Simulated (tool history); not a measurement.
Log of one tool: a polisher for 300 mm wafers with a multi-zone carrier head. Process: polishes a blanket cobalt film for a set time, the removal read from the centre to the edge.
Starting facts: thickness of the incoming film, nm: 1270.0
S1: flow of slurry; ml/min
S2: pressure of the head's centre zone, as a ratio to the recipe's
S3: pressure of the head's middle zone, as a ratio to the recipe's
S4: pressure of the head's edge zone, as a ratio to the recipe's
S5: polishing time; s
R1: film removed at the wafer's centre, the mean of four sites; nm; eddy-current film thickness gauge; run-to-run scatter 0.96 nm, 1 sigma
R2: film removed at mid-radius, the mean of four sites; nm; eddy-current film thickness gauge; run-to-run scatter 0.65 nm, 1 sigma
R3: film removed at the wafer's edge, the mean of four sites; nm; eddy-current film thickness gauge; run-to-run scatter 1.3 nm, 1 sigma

run 1 hour=0 | S1=140 S2=1 S3=1 S4=1 S5=43 | R1=125.84 R2=128.13 R3=127.31
run 2 hour=7 | S1=135 S2=0.99 S3=0.99 S4=0.97 S5=41 | R1=117.11 R2=120.17 R3=116.05
run 3 hour=15.2 | S1=120 S2=0.99 S3=0.99 S4=0.97 S5=41 | R1=113.27 R2=115.63 R3=115.18
run 4 hour=18.2 | S1=120 S2=0.99 S3=0.99 S4=0.97 S5=51 | R1=141.2 R2=145.3 R3=141.84
run 5 hour=19.5 | S1=120 S2=0.99 S3=0.99 S4=0.92 S5=51 | R1=141.41 R2=144.51 R3=139.83
run 6 hour=24.4 | S1=120 S2=0.98 S3=0.98 S4=0.9 S5=48 | R1=132.92 R2=136.39 R3=132.89
run 7 hour=29.2 | S1=115 S2=0.98 S3=0.98 S4=0.9 S5=45 | R1=121.27 R2=126.2 R3=123.23
run 8 hour=29.9 | S1=115 S2=0.99 S3=0.98 S4=0.89 S5=43 | R1=117.8 R2=122.06 R3=115.2
run 9 hour=31.7 | S1=110 S2=0.99 S3=0.97 S4=0.88 S5=41 | R1=111.18 R2=111.7 R3=108.01
run 10 hour=34.3 | S1=110 S2=0.98 S3=0.96 S4=0.87 S5=40 | R1=106.51 R2=108.53 R3=105.11
run 11 hour=39.1 | S1=110 S2=0.98 S3=0.95 S4=0.86 S5=39 | R1=102.67 R2=104.43 R3=99.17
run 12 hour=45 | S1=105 S2=0.97 S3=0.94 S4=0.86 S5=39 | R1=101.01 R2=101.41 R3=100.93
run 13 hour=48.2 | S1=105 S2=0.97 S3=0.94 S4=0.85 S5=38 | R1=98.775 R2=99.341 R3=100.08
run 14 hour=55.5 | S1=100 S2=0.99 S3=0.96 S4=0.81 S5=33 | R1=85.549 R2=86.605 R3=83.697
run 15 hour=56.8 | S1=100 S2=0.99 S3=0.96 S4=0.81 S5=33 | R1=85.963 R2=86.458 R3=84.159
run 16 hour=60.6 | S1=105 S2=0.99 S3=0.96 S4=0.82 S5=33 | R1=87.858 R2=86.703 R3=82.719

Forecast run 17:
run 17 hour=64.9 | S1=105 S2=0.99 S3=0.96 S4=0.83 S5=33 | R1=? R2=? R3=?

R1: 85.856 nm
R2: 88.096 nm
R3: 83.44 nm

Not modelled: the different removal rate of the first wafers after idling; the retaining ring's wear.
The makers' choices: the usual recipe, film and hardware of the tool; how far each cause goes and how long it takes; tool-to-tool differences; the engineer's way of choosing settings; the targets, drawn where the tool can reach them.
